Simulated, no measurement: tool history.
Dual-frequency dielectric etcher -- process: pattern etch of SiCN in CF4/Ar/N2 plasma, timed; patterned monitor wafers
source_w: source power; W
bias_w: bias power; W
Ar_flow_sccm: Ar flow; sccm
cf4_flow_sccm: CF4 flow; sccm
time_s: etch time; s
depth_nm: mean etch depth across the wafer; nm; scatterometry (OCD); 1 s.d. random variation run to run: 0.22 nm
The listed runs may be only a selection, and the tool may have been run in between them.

Run 1, hour 0.0: source_w 360 W, bias_w 89 W, Ar_flow_sccm 70 sccm, cf4_flow_sccm 81 sccm, time_s 94 s. Result: depth_nm 78.323 nm.
Run 2, hour 5.6: source_w 370 W, bias_w 89 W, Ar_flow_sccm 70 sccm, cf4_flow_sccm 81 sccm, time_s 94 s. Result: depth_nm 80.788 nm.
Run 3, hour 9.5: source_w 310 W, bias_w 89 W, Ar_flow_sccm 70 sccm, cf4_flow_sccm 81 sccm, time_s 94 s. Result: depth_nm 66.993 nm.
Run 4, hour 16.9: source_w 310 W, bias_w 102 W, Ar_flow_sccm 70 sccm, cf4_flow_sccm 81 sccm, time_s 94 s. Result: depth_nm 70.098 nm.
Run 5, hour 21.9: source_w 330 W, bias_w 102 W, Ar_flow_sccm 70 sccm, cf4_flow_sccm 81 sccm, time_s 94 s. Result: depth_nm 74.661 nm.
Run 6, hour 30.6: source_w 350 W, bias_w 102 W, Ar_flow_sccm 70 sccm, cf4_flow_sccm 81 sccm, time_s 94 s. Result: depth_nm 79.573 nm.
Run 7, hour 35.2: source_w 360 W, bias_w 102 W, Ar_flow_sccm 70 sccm, cf4_flow_sccm 81 sccm, time_s 94 s. Result: depth_nm 82.026 nm.
Run 8, hour 39.5: source_w 360 W, bias_w 102 W, Ar_flow_sccm 70 sccm, cf4_flow_sccm 81 sccm, time_s 94 s. Result: depth_nm 81.919 nm.
Run 9, hour 41.4: source_w 370 W, bias_w 102 W, Ar_flow_sccm 70 sccm, cf4_flow_sccm 81 sccm, time_s 94 s. Result: depth_nm 84.188 nm.
Run 10, hour 44.6: source_w 370 W, bias_w 102 W, Ar_flow_sccm 70 sccm, cf4_flow_sccm 81 sccm, time_s 94 s. Result: depth_nm 84.385 nm.
Run 11, hour 53.6: source_w 380 W, bias_w 102 W, Ar_flow_sccm 70 sccm, cf4_flow_sccm 81 sccm, time_s 94 s. Result: depth_nm 86.563 nm.

Expected results for the next run?
Run 12, hour 58.2: source_w 390 W, bias_w 102 W, Ar_flow_sccm 70 sccm, cf4_flow_sccm 81 sccm, time_s 94 s. Result: depth_nm ?.

{"run 12": {"depth_nm": 89.301}}
